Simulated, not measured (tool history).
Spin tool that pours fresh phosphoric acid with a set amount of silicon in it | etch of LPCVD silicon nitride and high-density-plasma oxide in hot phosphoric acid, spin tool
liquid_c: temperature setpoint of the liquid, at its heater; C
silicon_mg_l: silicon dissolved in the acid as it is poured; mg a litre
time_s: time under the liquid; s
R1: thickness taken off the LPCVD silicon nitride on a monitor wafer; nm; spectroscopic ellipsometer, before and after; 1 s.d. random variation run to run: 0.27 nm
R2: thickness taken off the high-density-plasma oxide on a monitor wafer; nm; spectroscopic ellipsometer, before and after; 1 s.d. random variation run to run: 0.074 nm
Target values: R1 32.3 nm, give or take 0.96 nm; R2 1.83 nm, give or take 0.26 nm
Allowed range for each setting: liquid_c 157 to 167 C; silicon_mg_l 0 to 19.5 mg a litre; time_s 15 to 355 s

Run 1, day 0: liquid_c 162 C, silicon_mg_l 8.5 mg a litre, time_s 180 s. Result: R1 15.565 nm, R2 0.62656 nm.
Run 2, day 0.321: liquid_c 162 C, silicon_mg_l 8.5 mg a litre, time_s 260 s. Result: R1 22.882 nm, R2 0.951 nm.
Run 3, day 0.617: liquid_c 162 C, silicon_mg_l 13.5 mg a litre, time_s 260 s. Result: R1 22.723 nm, R2 0.77732 nm.
Run 4, day 0.904: liquid_c 164 C, silicon_mg_l 13.5 mg a litre, time_s 260 s. Result: R1 24.205 nm, R2 0.96725 nm.
Run 5, day 1.267: liquid_c 164 C, silicon_mg_l 13.5 mg a litre, time_s 325 s. Result: R1 30.309 nm, R2 1.1956 nm.
Run 6, day 1.579: liquid_c 164 C, silicon_mg_l 13.5 mg a litre, time_s 355 s. Result: R1 32.432 nm, R2 1.2508 nm.
Run 7, day 1.696: liquid_c 164.5 C, silicon_mg_l 12.5 mg a litre, time_s 355 s. Result: R1 34.158 nm, R2 1.3657 nm.
Run 8, day 2.038: liquid_c 164.5 C, silicon_mg_l 11 mg a litre, time_s 350 s. Result: R1 33.404 nm, R2 1.3927 nm.
Run 9, day 2.108: liquid_c 164.5 C, silicon_mg_l 10 mg a litre, time_s 345 s. Result: R1 32.116 nm, R2 1.2994 nm.
Run 10, day 2.129: liquid_c 165 C, silicon_mg_l 9 mg a litre, time_s 345 s. Result: R1 33.054 nm, R2 1.5126 nm.

Exactly one of the 4 candidate moves below puts every result within its allowed miss. Which one?
Run A, day 2.15: liquid_c 167 C, silicon_mg_l 0 mg a litre, time_s 340 s. Result: R1 ?, R2 ?.
Run B, day 2.15: liquid_c 164 C, silicon_mg_l 9 mg a litre, time_s 350 s. Result: R1 ?, R2 ?.
Run C, day 2.15: liquid_c 163.5 C, silicon_mg_l 12.5 mg a litre, time_s 355 s. Result: R1 ?, R2 ?.
Run D, day 2.15: liquid_c 167 C, silicon_mg_l 2.5 mg a litre, time_s 315 s. Result: R1 ?, R2 ?.

move      R1      R2
   A  35.395  1.9686
   B  33.026  1.3646
   C   32.95  1.2331
   D  32.792   1.741
A: puts the biggest miss on target and leaves a different result outside tolerance
B: moves away from the targets compared with the last run
C: moves away from the targets compared with the last run
D: every result within its allowed miss
D is the move that brings every result within its allowed miss.
